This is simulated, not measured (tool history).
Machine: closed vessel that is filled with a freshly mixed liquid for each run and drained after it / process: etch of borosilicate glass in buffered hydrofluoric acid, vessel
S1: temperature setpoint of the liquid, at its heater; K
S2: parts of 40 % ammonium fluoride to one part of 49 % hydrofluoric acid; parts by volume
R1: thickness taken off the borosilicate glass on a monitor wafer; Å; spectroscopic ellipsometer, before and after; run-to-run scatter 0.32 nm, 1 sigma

Run 1, hour 0: S1 296.15 K, S2 14 parts by volume, time in the liquid (s) 90. Result: R1 793.23 Å.
Run 2, hour 2.8: S1 296.15 K, S2 12 parts by volume, time in the liquid (s) 90. Result: R1 919.79 Å.
Run 3, hour 7.6: S1 296.15 K, S2 12 parts by volume, time in the liquid (s) 95. Result: R1 970.11 Å.
Run 4, hour 16.5: S1 296.15 K, S2 12 parts by volume, time in the liquid (s) 90. Result: R1 925.99 Å.
Run 5, hour 17.7: S1 295.15 K, S2 12.5 parts by volume, time in the liquid (s) 90. Result: R1 840.73 Å.
Run 6, hour 18.6: S1 294.15 K, S2 12.5 parts by volume, time in the liquid (s) 90. Result: R1 795.47 Å.

Predict the results of run 7:
Run 7, hour 21.8: S1 293.15 K, S2 12.5 parts by volume, time in the liquid (s) 90. Result: R1 ?.

R1: 755.19 Å

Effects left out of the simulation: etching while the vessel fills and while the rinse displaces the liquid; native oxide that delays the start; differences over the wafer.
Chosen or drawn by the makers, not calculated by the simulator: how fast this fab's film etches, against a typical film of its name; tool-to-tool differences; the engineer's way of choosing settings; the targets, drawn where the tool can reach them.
